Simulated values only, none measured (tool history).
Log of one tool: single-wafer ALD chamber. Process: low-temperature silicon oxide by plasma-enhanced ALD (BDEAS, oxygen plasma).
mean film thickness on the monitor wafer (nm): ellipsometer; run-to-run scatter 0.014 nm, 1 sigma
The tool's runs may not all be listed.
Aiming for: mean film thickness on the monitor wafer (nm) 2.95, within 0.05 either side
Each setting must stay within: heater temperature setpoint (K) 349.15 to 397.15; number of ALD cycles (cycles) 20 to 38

| run | hour | heater temperature setpoint (K) | number of ALD cycles (cycles) | mean film thickness on the monitor wafer (nm) |
|---|---|---|---|---|
| 1 | 0 | 373.15 | 29 | 3.9696 |
| 2 | 4.4 | 373.15 | 25 | 3.4202 |
| 3 | 5.5 | 365.15 | 25 | 3.5361 |
| 4 | 11.5 | 372.15 | 24 | 3.3269 |
| 5 | 13.5 | 382.15 | 24 | 3.2453 |
| 6 | 17.1 | 376.15 | 24 | 3.2868 |
| 7 | 23.8 | 380.15 | 23 | 3.1423 |
| 8 | 30.4 | 383.15 | 23 | 3.0981 |
| 9 | 39 | 386.15 | 23 | 3.0763 |
| 10 | 41.2 | 388.15 | 23 | 3.0836 |
| 11 | 42.8 | 389.15 | 23 | 3.0975 |
| 12 | 48.1 | 390.15 | 23 | 3.0835 |
| 13 | 56.9 | 391.15 | 23 | 3.0752 |

Pick the move, out of 4, that brings all results within their allowed miss; only one does.
| A | 65.7 | 366.15 | 21 | ? |
| B | 65.7 | 394.15 | 23 | ? |
| C | 65.7 | 375.15 | 23 | ? |
| D | 65.7 | 397.15 | 23 | ? |

| move | mean film thickness on the monitor wafer (nm) |
|---|---|
| A | 2.9366 |
| B | 3.0379 |
| C | 3.1347 |
| D | 3.0226 |
A: each result inside its tolerance
B: closes in on the targets versus the last run, not all within tolerance yet
C: moves away from the targets compared with the last run
D: closes in on the targets versus the last run, not all within tolerance yet
A meets every target.
